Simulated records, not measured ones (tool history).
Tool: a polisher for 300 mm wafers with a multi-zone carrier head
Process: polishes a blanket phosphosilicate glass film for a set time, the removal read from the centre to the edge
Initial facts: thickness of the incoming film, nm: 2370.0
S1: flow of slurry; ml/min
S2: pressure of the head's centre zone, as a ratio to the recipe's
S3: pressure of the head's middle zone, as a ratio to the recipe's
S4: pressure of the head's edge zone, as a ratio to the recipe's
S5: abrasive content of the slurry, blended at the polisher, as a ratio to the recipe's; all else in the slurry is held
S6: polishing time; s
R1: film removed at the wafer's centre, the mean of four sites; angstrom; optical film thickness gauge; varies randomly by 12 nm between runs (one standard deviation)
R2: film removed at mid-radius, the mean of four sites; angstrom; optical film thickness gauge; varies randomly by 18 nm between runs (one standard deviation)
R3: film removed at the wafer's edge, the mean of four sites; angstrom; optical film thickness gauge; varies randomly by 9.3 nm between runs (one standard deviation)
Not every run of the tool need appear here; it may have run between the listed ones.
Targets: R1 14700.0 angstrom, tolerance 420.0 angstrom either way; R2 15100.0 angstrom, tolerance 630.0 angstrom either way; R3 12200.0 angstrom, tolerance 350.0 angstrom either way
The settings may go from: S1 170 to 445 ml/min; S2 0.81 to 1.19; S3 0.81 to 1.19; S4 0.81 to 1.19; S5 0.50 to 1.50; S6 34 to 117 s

run 1 hour=0.0 | S1=285 S2=1.00 S3=1.00 S4=1.00 S5=1.00 S6=75 | R1=9935.8 R2=10062.0 R3=9987.5
run 2 hour=5.4 | S1=285 S2=1.00 S3=1.00 S4=1.00 S5=1.00 S6=58 | R1=7612.9 R2=7761.7 R3=7679.6
run 3 hour=8.2 | S1=300 S2=1.04 S3=1.05 S4=0.99 S5=1.15 S6=62 | R1=8990.1 R2=9215.6 R3=8430.9
run 4 hour=15.8 | S1=310 S2=1.07 S3=1.08 S4=1.01 S5=1.25 S6=66 | R1=10008.0 R2=10090.0 R3=9489.9
run 5 hour=22.8 | S1=315 S2=1.09 S3=1.11 S4=0.99 S5=1.30 S6=70 | R1=11152.0 R2=11365.0 R3=10088.0
run 6 hour=24.9 | S1=315 S2=1.14 S3=1.11 S4=0.99 S5=1.30 S6=70 | R1=11404.0 R2=11099.0 R3=10200.0
run 7 hour=30.3 | S1=315 S2=1.14 S3=1.11 S4=0.99 S5=1.30 S6=70 | R1=11552.0 R2=11149.0 R3=10160.0
run 8 hour=36.8 | S1=325 S2=1.14 S3=1.13 S4=0.98 S5=1.35 S6=72 | R1=11892.0 R2=11948.0 R3=10366.0
run 9 hour=40.0 | S1=345 S2=1.19 S3=1.19 S4=1.01 S5=1.50 S6=82 | R1=15150.0 R2=14432.0 R3=12492.0

Which of these 5 next moves meets every target?
run A hour=43.2 | S1=280 S2=1.18 S3=1.18 S4=0.85 S5=1.50 S6=89 | R1=? R2=? R3=?
run B hour=43.2 | S1=370 S2=1.19 S3=1.18 S4=1.03 S5=1.45 S6=79 | R1=? R2=? R3=?
run C hour=43.2 | S1=335 S2=1.18 S3=1.17 S4=1.06 S5=1.50 S6=78 | R1=? R2=? R3=?
run D hour=43.2 | S1=400 S2=1.13 S3=1.19 S4=0.90 S5=1.50 S6=84 | R1=? R2=? R3=?
run E hour=43.2 | S1=410 S2=1.19 S3=1.07 S4=1.01 S5=1.35 S6=84 | R1=? R2=? R3=?

move=A R1=15865.0 R2=15445.0 R3=12473.0
move=B R1=14365.0 R2=13833.0 R3=12169.0
move=C R1=14106.0 R2=13628.0 R3=12253.0
move=D R1=14736.0 R2=15038.0 R3=12313.0
move=E R1=15031.0 R2=13517.0 R3=12607.0
A: its largest miss is bigger than the last run's
B: gets the furthest-off result to its target, but another result is out of tolerance
C: the result that was furthest off in the last run now lies on the other side of its target
D: every result within its allowed miss
E: gets the furthest-off result to its target, but another result is out of tolerance
Go with D: it meets all targets.

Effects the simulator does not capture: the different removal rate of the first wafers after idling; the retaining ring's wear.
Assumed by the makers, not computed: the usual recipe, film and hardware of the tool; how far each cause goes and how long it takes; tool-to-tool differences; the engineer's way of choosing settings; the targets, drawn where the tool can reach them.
